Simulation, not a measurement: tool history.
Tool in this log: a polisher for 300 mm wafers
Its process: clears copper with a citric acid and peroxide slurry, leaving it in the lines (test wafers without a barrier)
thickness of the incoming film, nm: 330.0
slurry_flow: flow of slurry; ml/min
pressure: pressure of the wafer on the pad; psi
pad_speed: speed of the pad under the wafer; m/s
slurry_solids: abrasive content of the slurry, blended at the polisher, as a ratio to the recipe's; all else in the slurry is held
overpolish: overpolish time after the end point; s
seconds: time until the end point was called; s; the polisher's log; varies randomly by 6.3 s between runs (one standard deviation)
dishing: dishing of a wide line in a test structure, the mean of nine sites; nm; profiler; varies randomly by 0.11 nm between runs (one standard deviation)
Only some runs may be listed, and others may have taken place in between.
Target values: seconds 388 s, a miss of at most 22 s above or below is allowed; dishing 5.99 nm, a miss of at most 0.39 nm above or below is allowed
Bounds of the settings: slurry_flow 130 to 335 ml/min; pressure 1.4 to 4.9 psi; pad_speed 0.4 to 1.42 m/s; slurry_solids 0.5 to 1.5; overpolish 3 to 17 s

Run 1, hour 0: slurry_flow 215 ml/min, pressure 3.1 psi, pad_speed 0.9 m/s, slurry_solids 1, overpolish 9 s. Result: seconds 206.21 s, dishing 9.6066 nm.
Run 2, hour 4: slurry_flow 215 ml/min, pressure 3.1 psi, pad_speed 0.9 m/s, slurry_solids 1.1, overpolish 9 s. Result: seconds 203.15 s, dishing 10.399 nm.
Run 3, hour 9.9: slurry_flow 215 ml/min, pressure 2.6 psi, pad_speed 0.86 m/s, slurry_solids 1.1, overpolish 9 s. Result: seconds 247.56 s, dishing 8.2089 nm.
Run 4, hour 14.4: slurry_flow 215 ml/min, pressure 2.3 psi, pad_speed 0.84 m/s, slurry_solids 1.1, overpolish 9 s. Result: seconds 284.71 s, dishing 7.2816 nm.
Run 5, hour 16.9: slurry_flow 215 ml/min, pressure 2.3 psi, pad_speed 0.84 m/s, slurry_solids 1.2, overpolish 9 s. Result: seconds 273.83 s, dishing 7.1832 nm.
Run 6, hour 18.6: slurry_flow 210 ml/min, pressure 2 psi, pad_speed 0.84 m/s, slurry_solids 1.2, overpolish 9 s. Result: seconds 314.74 s, dishing 6.4946 nm.
Run 7, hour 23.8: slurry_flow 200 ml/min, pressure 1.9 psi, pad_speed 0.84 m/s, slurry_solids 1.2, overpolish 9 s. Result: seconds 349.29 s, dishing 6.3554 nm.
Run 8, hour 27.9: slurry_flow 195 ml/min, pressure 1.9 psi, pad_speed 0.84 m/s, slurry_solids 1.2, overpolish 9 s. Result: seconds 342.42 s, dishing 6.1134 nm.
Run 9, hour 31.8: slurry_flow 185 ml/min, pressure 1.9 psi, pad_speed 0.84 m/s, slurry_solids 1.2, overpolish 9 s. Result: seconds 337.2 s, dishing 5.927 nm.
Run 10, hour 37.5: slurry_flow 185 ml/min, pressure 1.9 psi, pad_speed 0.84 m/s, slurry_solids 1.2, overpolish 9 s. Result: seconds 341.69 s, dishing 5.9545 nm.
Run 11, hour 42.4: slurry_flow 175 ml/min, pressure 1.8 psi, pad_speed 0.84 m/s, slurry_solids 1.2, overpolish 9 s. Result: seconds 361.77 s, dishing 5.7214 nm.
At hour 46: worn pad replaced by a new one.
Run 12, hour 46: slurry_flow 160 ml/min, pressure 1.6 psi, pad_speed 0.84 m/s, slurry_solids 1.2, overpolish 10 s. Result: seconds 363.97 s, dishing 6.3963 nm.

4 next moves are on the table. One of them brings every result within its allowed miss. Which?
Run A, hour 49.6: slurry_flow 160 ml/min, pressure 1.6 psi, pad_speed 0.7 m/s, slurry_solids 1.15, overpolish 11 s. Result: seconds ?, dishing ?.
Run B, hour 49.6: slurry_flow 130 ml/min, pressure 1.7 psi, pad_speed 0.86 m/s, slurry_solids 1.35, overpolish 9 s. Result: seconds ?, dishing ?.
Run C, hour 49.6: slurry_flow 170 ml/min, pressure 2.4 psi, pad_speed 0.6 m/s, slurry_solids 1.25, overpolish 10 s. Result: seconds ?, dishing ?.
Run D, hour 49.6: slurry_flow 165 ml/min, pressure 1.5 psi, pad_speed 0.8 m/s, slurry_solids 1.35, overpolish 10 s. Result: seconds ?, dishing ?.

move  seconds  dishing
   A   444.45   5.8511
   B   349.95   6.0666
   C   346.87   6.7839
   D   397.79   5.9299
A: pushes the last run's worst result past its target
B: the biggest miss grows against the last run
C: the biggest miss grows against the last run
D: meets every target
Correct choice: D, which meets every target
